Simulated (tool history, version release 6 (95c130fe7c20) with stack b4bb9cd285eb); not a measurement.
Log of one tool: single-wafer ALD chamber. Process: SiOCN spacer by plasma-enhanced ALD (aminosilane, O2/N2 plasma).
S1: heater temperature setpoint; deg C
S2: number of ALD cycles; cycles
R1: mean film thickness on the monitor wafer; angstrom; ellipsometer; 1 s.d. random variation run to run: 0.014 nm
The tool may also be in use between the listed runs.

run,hour,S1,S2,R1
1,0.0,415,57,28.637
2,2.9,412,59,30.035
3,3.7,410,60,30.811
4,6.9,408,61,31.177
5,15.1,407,63,32.447
6,16.9,407,60,30.970
7,20.0,405,61,31.688
8,27.8,403,62,32.280
9,28.5,403,62,32.531
10,33.3,403,62,32.381
11,34.5,402,63,33.060

Estimate the outcome of run 12 from the log above:
12,41.0,401,64,?

{"run 12": {"R1": 33.546}}
